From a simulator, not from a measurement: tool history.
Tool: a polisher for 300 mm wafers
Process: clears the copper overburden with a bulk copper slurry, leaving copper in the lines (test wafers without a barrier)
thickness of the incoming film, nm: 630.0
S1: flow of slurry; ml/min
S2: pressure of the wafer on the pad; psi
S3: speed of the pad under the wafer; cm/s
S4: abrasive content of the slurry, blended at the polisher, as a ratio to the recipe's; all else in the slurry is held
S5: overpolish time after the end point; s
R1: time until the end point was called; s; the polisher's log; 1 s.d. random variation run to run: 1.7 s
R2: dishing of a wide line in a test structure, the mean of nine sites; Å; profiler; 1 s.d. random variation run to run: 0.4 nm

run  hour   S1   S2   S3    S4  S5      R1      R2
  1     0  160  2.1   92     1  12  117.89  363.77
  2     3  145  2.1   92     1  12  120.07  369.36
  3   9.3  130  2.1   92     1  12  126.61  351.38
  4  17.9  145  2.1   92     1  12  119.84  370.61
  5  26.1  145  2.1   92  0.85  12  127.54  341.01
  6  31.2  175    2   98  0.75  10  125.29  307.01
  7  33.8  130  1.7  116     1   4  122.13  131.26
  8  34.7  135  1.8  118     1   4  114.82  140.04
  9  42.6  140  1.8  118     1   4  112.66  141.66
 10  46.1  145  1.8  118     1   4  111.37  144.91

Run 11 has not been measured yet. What should we expect?
 11  51.8  150  1.8  118   1   4   ?   ?

{"run 11": {"R1": 109.03, "R2": 154.49}}

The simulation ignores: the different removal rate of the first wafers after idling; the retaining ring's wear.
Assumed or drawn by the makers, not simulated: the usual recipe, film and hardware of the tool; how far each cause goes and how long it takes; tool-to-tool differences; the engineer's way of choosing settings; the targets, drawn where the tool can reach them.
